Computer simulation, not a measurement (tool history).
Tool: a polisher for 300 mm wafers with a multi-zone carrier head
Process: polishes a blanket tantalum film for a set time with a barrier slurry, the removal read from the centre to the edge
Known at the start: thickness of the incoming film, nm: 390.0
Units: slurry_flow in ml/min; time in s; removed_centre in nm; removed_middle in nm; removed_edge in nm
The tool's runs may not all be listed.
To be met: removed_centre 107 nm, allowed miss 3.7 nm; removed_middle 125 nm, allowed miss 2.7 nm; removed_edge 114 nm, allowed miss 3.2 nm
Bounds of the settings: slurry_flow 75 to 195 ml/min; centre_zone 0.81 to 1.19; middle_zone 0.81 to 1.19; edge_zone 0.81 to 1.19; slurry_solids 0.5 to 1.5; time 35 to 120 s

Run 1, day 0: slurry_flow 125 ml/min, centre_zone 1, middle_zone 1, edge_zone 1, slurry_solids 1, time 77 s. Result: removed_centre 82.003 nm, removed_middle 85.112 nm, removed_edge 86.472 nm.
Run 2, day 0.096: slurry_flow 125 ml/min, centre_zone 0.92, middle_zone 1, edge_zone 1, slurry_solids 1, time 77 s. Result: removed_centre 75.729 nm, removed_middle 84.311 nm, removed_edge 85.977 nm.
Run 3, day 0.262: slurry_flow 155 ml/min, centre_zone 0.92, middle_zone 1, edge_zone 1, slurry_solids 1, time 77 s. Result: removed_centre 80.664 nm, removed_middle 89.444 nm, removed_edge 88.941 nm.
Run 4, day 0.404: slurry_flow 160 ml/min, centre_zone 0.94, middle_zone 1.03, edge_zone 1.03, slurry_solids 1.1, time 77 s. Result: removed_centre 84.914 nm, removed_middle 95.306 nm, removed_edge 93.34 nm.
Run 5, day 0.7: slurry_flow 160 ml/min, centre_zone 0.94, middle_zone 1.03, edge_zone 1.03, slurry_solids 1.1, time 61 s. Result: removed_centre 67.721 nm, removed_middle 75.873 nm, removed_edge 75.239 nm.
Run 6, day 0.917: slurry_flow 160 ml/min, centre_zone 0.94, middle_zone 1.03, edge_zone 1.06, slurry_solids 1.1, time 61 s. Result: removed_centre 68.137 nm, removed_middle 76.623 nm, removed_edge 74.515 nm.
Run 7, day 1.288: slurry_flow 160 ml/min, centre_zone 0.95, middle_zone 1.05, edge_zone 1.06, slurry_solids 1.2, time 65 s. Result: removed_centre 75.11 nm, removed_middle 82.684 nm, removed_edge 81.954 nm.
Run 8, day 1.625: slurry_flow 165 ml/min, centre_zone 0.95, middle_zone 1.08, edge_zone 1.06, slurry_solids 1.25, time 68 s. Result: removed_centre 79.388 nm, removed_middle 91.356 nm, removed_edge 87.438 nm.
Run 9, day 1.767: slurry_flow 170 ml/min, centre_zone 0.96, middle_zone 1.1, edge_zone 1.07, slurry_solids 1.3, time 70 s. Result: removed_centre 84.743 nm, removed_middle 97.907 nm, removed_edge 92.035 nm.
Run 10, day 1.846: slurry_flow 175 ml/min, centre_zone 0.97, middle_zone 1.11, edge_zone 1.08, slurry_solids 1.35, time 72 s. Result: removed_centre 88.427 nm, removed_middle 102.41 nm, removed_edge 94.494 nm.
Run 11, day 2.133: slurry_flow 175 ml/min, centre_zone 0.97, middle_zone 1.12, edge_zone 1.09, slurry_solids 1.4, time 74 s. Result: removed_centre 91.286 nm, removed_middle 106.28 nm, removed_edge 99.203 nm.
Run 12, day 2.5: slurry_flow 175 ml/min, centre_zone 0.98, middle_zone 1.13, edge_zone 1.1, slurry_solids 1.4, time 75 s. Result: removed_centre 94.775 nm, removed_middle 109.27 nm, removed_edge 99.692 nm.
Run 13, day 2.767: slurry_flow 175 ml/min, centre_zone 0.98, middle_zone 1.13, edge_zone 1.1, slurry_solids 1.4, time 76 s. Result: removed_centre 96.057 nm, removed_middle 111.03 nm, removed_edge 102.42 nm.
At day 2.804: slurry nozzle cleaned.
Run 14, day 2.804: slurry_flow 175 ml/min, centre_zone 0.98, middle_zone 1.14, edge_zone 1.11, slurry_solids 1.4, time 77 s. Result: removed_centre 106.05 nm, removed_middle 121.32 nm, removed_edge 108.61 nm.
Run 15, day 3.129: slurry_flow 175 ml/min, centre_zone 0.97, middle_zone 1.14, edge_zone 1.12, slurry_solids 1.4, time 77 s. Result: removed_centre 103.74 nm, removed_middle 121.25 nm, removed_edge 111.11 nm.
Run 16, day 3.329: slurry_flow 180 ml/min, centre_zone 0.97, middle_zone 1.14, edge_zone 1.13, slurry_solids 1.4, time 77 s. Result: removed_centre 105.42 nm, removed_middle 121.96 nm, removed_edge 109.47 nm.

Which of these 5 next moves meets every target?
Run A, day 3.529: slurry_flow 165 ml/min, centre_zone 0.9, middle_zone 1.1, edge_zone 1.14, slurry_solids 1.15, time 84 s. Result: removed_centre ?, removed_middle ?, removed_edge ?.
Run B, day 3.529: slurry_flow 175 ml/min, centre_zone 1.02, middle_zone 1.17, edge_zone 1.14, slurry_solids 1.2, time 77 s. Result: removed_centre ?, removed_middle ?, removed_edge ?.
Run C, day 3.529: slurry_flow 180 ml/min, centre_zone 0.94, middle_zone 1.11, edge_zone 1.06, slurry_solids 1.5, time 80 s. Result: removed_centre ?, removed_middle ?, removed_edge ?.
Run D, day 3.529: slurry_flow 175 ml/min, centre_zone 1, middle_zone 1.15, edge_zone 1.11, slurry_solids 1.35, time 77 s. Result: removed_centre ?, removed_middle ?, removed_edge ?.
Run E, day 3.529: slurry_flow 195 ml/min, centre_zone 1.01, middle_zone 1.11, edge_zone 1.13, slurry_solids 1.45, time 76 s. Result: removed_centre ?, removed_middle ?, removed_edge ?.

move  removed_centre  removed_middle  removed_edge
   A          99.827           122.6        113.46
   B          106.07          120.81        105.72
   C          107.12          126.66        112.47
   D          106.81           122.3        107.45
   E           110.1          120.86        109.86
A: brings the result that was furthest off to its target, and leaves another outside
B: further off than the last run
C: meets every target
D: further off than the last run
E: further off than the last run
The right move is C.
